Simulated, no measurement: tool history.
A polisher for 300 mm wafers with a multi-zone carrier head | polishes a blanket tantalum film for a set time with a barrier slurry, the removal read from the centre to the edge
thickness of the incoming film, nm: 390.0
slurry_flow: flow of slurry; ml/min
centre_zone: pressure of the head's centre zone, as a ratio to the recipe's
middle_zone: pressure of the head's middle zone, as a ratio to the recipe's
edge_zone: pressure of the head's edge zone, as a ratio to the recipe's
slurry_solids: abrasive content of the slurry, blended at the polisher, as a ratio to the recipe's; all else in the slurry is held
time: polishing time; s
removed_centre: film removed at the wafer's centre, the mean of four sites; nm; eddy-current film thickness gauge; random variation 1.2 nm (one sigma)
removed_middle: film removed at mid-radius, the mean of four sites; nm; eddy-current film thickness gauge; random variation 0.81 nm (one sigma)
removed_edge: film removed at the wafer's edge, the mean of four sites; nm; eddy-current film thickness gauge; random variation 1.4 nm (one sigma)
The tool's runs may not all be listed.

{"run": 1, "hour": 0.0, "slurry_flow": 200, "centre_zone": 1, "middle_zone": 1, "edge_zone": 1, "slurry_solids": 1, "time": 78, "removed_centre": 104.85, "removed_middle": 110.74, "removed_edge": 103.91}
{"run": 2, "hour": 8.9, "slurry_flow": 200, "centre_zone": 1, "middle_zone": 1, "edge_zone": 1, "slurry_solids": 1, "time": 66, "removed_centre": 88.979, "removed_middle": 93.889, "removed_edge": 87.19}
{"run": 3, "hour": 17.2, "slurry_flow": 205, "centre_zone": 0.99, "middle_zone": 1.02, "edge_zone": 1.01, "slurry_solids": 1.05, "time": 66, "removed_centre": 91.524, "removed_middle": 96.961, "removed_edge": 91.784}
{"run": 4, "hour": 25.2, "slurry_flow": 205, "centre_zone": 0.98, "middle_zone": 1.04, "edge_zone": 0.99, "slurry_solids": 1.1, "time": 67, "removed_centre": 94.126, "removed_middle": 101.79, "removed_edge": 93.598}
{"run": 5, "hour": 32.0, "slurry_flow": 255, "centre_zone": 0.98, "middle_zone": 1.04, "edge_zone": 0.99, "slurry_solids": 1.1, "time": 67, "removed_centre": 93.049, "removed_middle": 105.32, "removed_edge": 97.55}
{"run": 6, "hour": 32.8, "slurry_flow": 255, "centre_zone": 0.93, "middle_zone": 1.04, "edge_zone": 0.99, "slurry_solids": 1.1, "time": 67, "removed_centre": 88.311, "removed_middle": 103.69, "removed_edge": 94.64}
{"run": 7, "hour": 34.6, "slurry_flow": 260, "centre_zone": 0.93, "middle_zone": 1.06, "edge_zone": 0.99, "slurry_solids": 1.1, "time": 67, "removed_centre": 89.758, "removed_middle": 107.41, "removed_edge": 94.307}
{"run": 8, "hour": 37.1, "slurry_flow": 265, "centre_zone": 0.93, "middle_zone": 1.07, "edge_zone": 1, "slurry_solids": 1.1, "time": 67, "removed_centre": 91.256, "removed_middle": 107.44, "removed_edge": 94.088}
{"run": 9, "hour": 45.0, "slurry_flow": 270, "centre_zone": 0.92, "middle_zone": 1.08, "edge_zone": 0.99, "slurry_solids": 1.15, "time": 67, "removed_centre": 90.844, "removed_middle": 109.78, "removed_edge": 96.924}
{"run": 10, "hour": 48.4, "slurry_flow": 275, "centre_zone": 0.91, "middle_zone": 1.09, "edge_zone": 0.99, "slurry_solids": 1.15, "time": 67, "removed_centre": 90.416, "removed_middle": 112.38, "removed_edge": 95.519}
{"run": 11, "hour": 56.6, "slurry_flow": 280, "centre_zone": 0.91, "middle_zone": 1.1, "edge_zone": 0.99, "slurry_solids": 1.2, "time": 67, "removed_centre": 92.291, "removed_middle": 113.19, "removed_edge": 97.252}
{"run": 12, "hour": 62.4, "slurry_flow": 280, "centre_zone": 0.9, "middle_zone": 1.11, "edge_zone": 0.99, "slurry_solids": 1.2, "time": 67, "removed_centre": 90.292, "removed_middle": 115.07, "removed_edge": 98.544}
{"run": 13, "hour": 67.1, "slurry_flow": 280, "centre_zone": 0.9, "middle_zone": 1.12, "edge_zone": 0.99, "slurry_solids": 1.2, "time": 67, "removed_centre": 90.508, "removed_middle": 115.19, "removed_edge": 97.522}

Run 14 comes next. What will it give?
{"run": 14, "hour": 76.0, "slurry_flow": 280, "centre_zone": 0.9, "middle_zone": 1.13, "edge_zone": 0.99, "slurry_solids": 1.2, "time": 67, "removed_centre": "?", "removed_middle": "?", "removed_edge": "?"}

{"run 14": {"removed_centre": 90.837, "removed_middle": 117.81, "removed_edge": 99.495}}
